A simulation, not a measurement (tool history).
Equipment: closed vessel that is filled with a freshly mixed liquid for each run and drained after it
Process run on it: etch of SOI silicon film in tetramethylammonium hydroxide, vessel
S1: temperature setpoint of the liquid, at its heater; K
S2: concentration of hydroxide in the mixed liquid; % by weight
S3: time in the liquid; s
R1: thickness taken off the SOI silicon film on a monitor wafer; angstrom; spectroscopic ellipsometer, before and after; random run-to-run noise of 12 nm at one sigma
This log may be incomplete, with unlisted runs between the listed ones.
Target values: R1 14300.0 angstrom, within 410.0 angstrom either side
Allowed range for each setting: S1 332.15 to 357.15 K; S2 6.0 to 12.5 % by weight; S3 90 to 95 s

Run 1, day 0.000: S1 345.15 K, S2 8.5 % by weight, S3 90 s. Result: R1 7093.0 angstrom.
Run 2, day 0.058: S1 345.15 K, S2 8.5 % by weight, S3 95 s. Result: R1 7485.4 angstrom.
Run 3, day 0.429: S1 340.15 K, S2 8.5 % by weight, S3 95 s. Result: R1 5646.9 angstrom.
Run 4, day 0.746: S1 340.15 K, S2 9.5 % by weight, S3 95 s. Result: R1 5405.3 angstrom.
Run 5, day 0.883: S1 340.15 K, S2 9.5 % by weight, S3 95 s. Result: R1 5349.1 angstrom.
Run 6, day 1.150: S1 340.15 K, S2 9.5 % by weight, S3 90 s. Result: R1 5142.8 angstrom.
Run 7, day 1.192: S1 346.65 K, S2 8.5 % by weight, S3 90 s. Result: R1 7654.7 angstrom.
Run 8, day 1.471: S1 348.65 K, S2 8.5 % by weight, S3 90 s. Result: R1 8727.5 angstrom.
Run 9, day 1.779: S1 355.15 K, S2 8.5 % by weight, S3 90 s. Result: R1 12426.0 angstrom.
Run 10, day 1.967: S1 355.65 K, S2 8.5 % by weight, S3 90 s. Result: R1 12938.0 angstrom.
Run 11, day 2.325: S1 356.15 K, S2 8.5 % by weight, S3 90 s. Result: R1 13155.0 angstrom.
Run 12, day 2.671: S1 356.65 K, S2 8.0 % by weight, S3 90 s. Result: R1 13799.0 angstrom.

Next run, 4 choices. One meets every target within its allowed miss, the rest don't. Which?
Run A, day 3.017: S1 357.15 K, S2 9.5 % by weight, S3 90 s. Result: R1 ?.
Run B, day 3.017: S1 357.15 K, S2 8.0 % by weight, S3 90 s. Result: R1 ?.
Run C, day 3.017: S1 356.65 K, S2 8.5 % by weight, S3 90 s. Result: R1 ?.
Run D, day 3.017: S1 355.15 K, S2 7.0 % by weight, S3 90 s. Result: R1 ?.

move       R1
   A  13283.0
   B  14105.0
   C  13461.0
   D  13140.0
A: lands further from the targets than the last run did
B: hits every target within its allowed miss
C: lands further from the targets than the last run did
D: lands further from the targets than the last run did
The right move is B.

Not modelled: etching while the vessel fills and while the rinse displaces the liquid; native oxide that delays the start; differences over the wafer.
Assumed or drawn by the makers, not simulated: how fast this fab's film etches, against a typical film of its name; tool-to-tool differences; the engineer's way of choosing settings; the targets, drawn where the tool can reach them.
